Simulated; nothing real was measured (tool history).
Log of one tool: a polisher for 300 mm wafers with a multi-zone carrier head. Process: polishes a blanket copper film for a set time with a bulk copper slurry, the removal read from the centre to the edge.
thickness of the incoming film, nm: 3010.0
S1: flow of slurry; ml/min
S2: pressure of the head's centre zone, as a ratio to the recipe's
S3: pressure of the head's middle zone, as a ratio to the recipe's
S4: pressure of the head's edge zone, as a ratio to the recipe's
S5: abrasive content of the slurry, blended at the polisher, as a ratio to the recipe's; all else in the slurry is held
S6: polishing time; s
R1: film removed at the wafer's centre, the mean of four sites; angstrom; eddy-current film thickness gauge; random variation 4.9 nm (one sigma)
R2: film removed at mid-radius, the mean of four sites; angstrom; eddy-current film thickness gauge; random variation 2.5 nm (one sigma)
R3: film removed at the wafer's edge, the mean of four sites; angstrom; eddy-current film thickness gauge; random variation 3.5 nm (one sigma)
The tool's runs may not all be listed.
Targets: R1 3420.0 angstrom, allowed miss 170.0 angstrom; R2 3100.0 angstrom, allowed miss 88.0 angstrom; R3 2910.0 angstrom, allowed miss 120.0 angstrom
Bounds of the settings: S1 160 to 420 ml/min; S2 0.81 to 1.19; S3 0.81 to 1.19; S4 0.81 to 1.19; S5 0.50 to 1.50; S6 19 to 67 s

Run 1, hour 0.0: S1 270 ml/min, S2 1.00, S3 1.00, S4 1.00, S5 1.00, S6 43 s. Result: R1 3982.5 angstrom, R2 3828.7 angstrom, R3 3945.9 angstrom.
Run 2, hour 8.7: S1 270 ml/min, S2 1.01, S3 1.00, S4 0.97, S5 0.90, S6 42 s. Result: R1 3814.3 angstrom, R2 3677.1 angstrom, R3 3898.4 angstrom.
Run 3, hour 10.6: S1 275 ml/min, S2 1.03, S3 1.02, S4 0.97, S5 0.95, S6 39 s. Result: R1 3690.8 angstrom, R2 3509.0 angstrom, R3 3548.8 angstrom.
Run 4, hour 12.6: S1 275 ml/min, S2 1.05, S3 1.03, S4 0.97, S5 0.95, S6 38 s. Result: R1 3673.7 angstrom, R2 3441.8 angstrom, R3 3479.5 angstrom.
Run 5, hour 16.7: S1 275 ml/min, S2 1.05, S3 1.03, S4 0.93, S5 0.95, S6 38 s. Result: R1 3628.3 angstrom, R2 3437.1 angstrom, R3 3451.5 angstrom.
Run 6, hour 19.5: S1 275 ml/min, S2 1.05, S3 1.03, S4 0.93, S5 0.95, S6 30 s. Result: R1 2893.0 angstrom, R2 2732.5 angstrom, R3 2705.1 angstrom.
Run 7, hour 23.7: S1 280 ml/min, S2 1.06, S3 1.04, S4 0.94, S5 0.95, S6 30 s. Result: R1 2856.5 angstrom, R2 2778.4 angstrom, R3 2733.7 angstrom.
Run 8, hour 26.7: S1 280 ml/min, S2 1.08, S3 1.05, S4 0.94, S5 1.00, S6 30 s. Result: R1 3007.6 angstrom, R2 2819.1 angstrom, R3 2737.2 angstrom.
Run 9, hour 34.9: S1 285 ml/min, S2 1.09, S3 1.06, S4 0.95, S5 1.05, S6 30 s. Result: R1 3130.2 angstrom, R2 2873.5 angstrom, R3 2720.6 angstrom.
Run 10, hour 39.6: S1 285 ml/min, S2 1.09, S3 1.06, S4 0.96, S5 1.05, S6 30 s. Result: R1 3158.2 angstrom, R2 2852.6 angstrom, R3 2823.8 angstrom.
Run 11, hour 44.2: S1 290 ml/min, S2 1.10, S3 1.07, S4 0.96, S5 1.05, S6 30 s. Result: R1 3182.8 angstrom, R2 2932.2 angstrom, R3 2868.5 angstrom.
Run 12, hour 47.6: S1 295 ml/min, S2 1.11, S3 1.08, S4 0.95, S5 1.05, S6 30 s. Result: R1 3195.9 angstrom, R2 2930.7 angstrom, R3 2788.1 angstrom.
Run 13, hour 52.6: S1 300 ml/min, S2 1.12, S3 1.09, S4 0.96, S5 1.05, S6 30 s. Result: R1 3187.7 angstrom, R2 2961.0 angstrom, R3 2848.8 angstrom.

Which of these 4 next moves meets every target?
Run A, hour 57.6: S1 240 ml/min, S2 1.19, S3 1.18, S4 0.87, S5 1.30, S6 30 s. Result: R1 ?, R2 ?, R3 ?.
Run B, hour 57.6: S1 275 ml/min, S2 1.12, S3 1.07, S4 0.89, S5 1.20, S6 31 s. Result: R1 ?, R2 ?, R3 ?.
Run C, hour 57.6: S1 315 ml/min, S2 1.06, S3 1.04, S4 1.02, S5 0.95, S6 31 s. Result: R1 ?, R2 ?, R3 ?.
Run D, hour 57.6: S1 245 ml/min, S2 1.04, S3 1.13, S4 0.95, S5 1.25, S6 30 s. Result: R1 ?, R2 ?, R3 ?.

move      R1      R2      R3
   A  3427.8  3276.6  2723.3
   B  3325.5  3103.8  2823.2
   C  3011.0  2896.0  2849.0
   D  2971.4  3136.0  2803.0
A: takes the result that was furthest off past its target
B: meets every target
C: further off than the last run
D: brings the result that was furthest off to its target, and leaves another outside
Answer: B
